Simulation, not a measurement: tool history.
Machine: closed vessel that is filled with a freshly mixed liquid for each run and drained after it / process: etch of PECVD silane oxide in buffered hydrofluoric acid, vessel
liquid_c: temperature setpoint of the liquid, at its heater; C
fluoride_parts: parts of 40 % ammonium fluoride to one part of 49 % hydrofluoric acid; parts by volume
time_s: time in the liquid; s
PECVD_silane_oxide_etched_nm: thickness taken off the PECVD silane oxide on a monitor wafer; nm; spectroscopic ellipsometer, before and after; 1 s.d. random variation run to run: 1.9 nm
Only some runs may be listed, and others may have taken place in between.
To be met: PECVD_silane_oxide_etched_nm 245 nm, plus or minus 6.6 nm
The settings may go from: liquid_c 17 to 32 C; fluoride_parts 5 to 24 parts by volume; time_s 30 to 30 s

{"run": 1, "hour": 0.0, "liquid_c": 24, "fluoride_parts": 14.5, "time_s": 30, "PECVD_silane_oxide_etched_nm": 95.861}
{"run": 2, "hour": 6.9, "liquid_c": 24, "fluoride_parts": 14.5, "time_s": 30, "PECVD_silane_oxide_etched_nm": 95.578}
{"run": 3, "hour": 10.6, "liquid_c": 26.5, "fluoride_parts": 12, "time_s": 30, "PECVD_silane_oxide_etched_nm": 130.99}
{"run": 4, "hour": 16.5, "liquid_c": 28.5, "fluoride_parts": 10.5, "time_s": 30, "PECVD_silane_oxide_etched_nm": 165.98}
{"run": 5, "hour": 25.2, "liquid_c": 29.5, "fluoride_parts": 9.5, "time_s": 30, "PECVD_silane_oxide_etched_nm": 188.78}
{"run": 6, "hour": 30.1, "liquid_c": 27, "fluoride_parts": 9.5, "time_s": 30, "PECVD_silane_oxide_etched_nm": 164.55}
{"run": 7, "hour": 35.4, "liquid_c": 28.5, "fluoride_parts": 9, "time_s": 30, "PECVD_silane_oxide_etched_nm": 188.19}
{"run": 8, "hour": 41.5, "liquid_c": 29.5, "fluoride_parts": 8.5, "time_s": 30, "PECVD_silane_oxide_etched_nm": 209.51}
{"run": 9, "hour": 46.7, "liquid_c": 30.5, "fluoride_parts": 8.5, "time_s": 30, "PECVD_silane_oxide_etched_nm": 218.24}
{"run": 10, "hour": 48.4, "liquid_c": 30.5, "fluoride_parts": 8.5, "time_s": 30, "PECVD_silane_oxide_etched_nm": 218.7}
{"run": 11, "hour": 53.1, "liquid_c": 31, "fluoride_parts": 8.5, "time_s": 30, "PECVD_silane_oxide_etched_nm": 227.91}
{"run": 12, "hour": 56.5, "liquid_c": 31.5, "fluoride_parts": 8.5, "time_s": 30, "PECVD_silane_oxide_etched_nm": 231.37}
{"run": 13, "hour": 57.5, "liquid_c": 32, "fluoride_parts": 8.5, "time_s": 30, "PECVD_silane_oxide_etched_nm": 237.35}
{"run": 14, "hour": 60.7, "liquid_c": 32, "fluoride_parts": 8, "time_s": 30, "PECVD_silane_oxide_etched_nm": 257}

Which one of the following 4 next-run settings gets every result inside its allowed miss? There is exactly one.
{"run": "A", "hour": 63.9, "liquid_c": 28, "fluoride_parts": 6, "time_s": 30, "PECVD_silane_oxide_etched_nm": "?"}
{"run": "B", "hour": 63.9, "liquid_c": 32, "fluoride_parts": 7.5, "time_s": 30, "PECVD_silane_oxide_etched_nm": "?"}
{"run": "C", "hour": 63.9, "liquid_c": 27, "fluoride_parts": 5.5, "time_s": 30, "PECVD_silane_oxide_etched_nm": "?"}
{"run": "D", "hour": 63.9, "liquid_c": 31.5, "fluoride_parts": 8, "time_s": 30, "PECVD_silane_oxide_etched_nm": "?"}

move=A PECVD_silane_oxide_etched_nm=270.33
move=B PECVD_silane_oxide_etched_nm=270.78
move=C PECVD_silane_oxide_etched_nm=275.91
move=D PECVD_silane_oxide_etched_nm=246.1
A: its largest miss is bigger than the last run's
B: its largest miss is bigger than the last run's
C: its largest miss is bigger than the last run's
D: in spec on every target
Correct choice: D, which meets every target
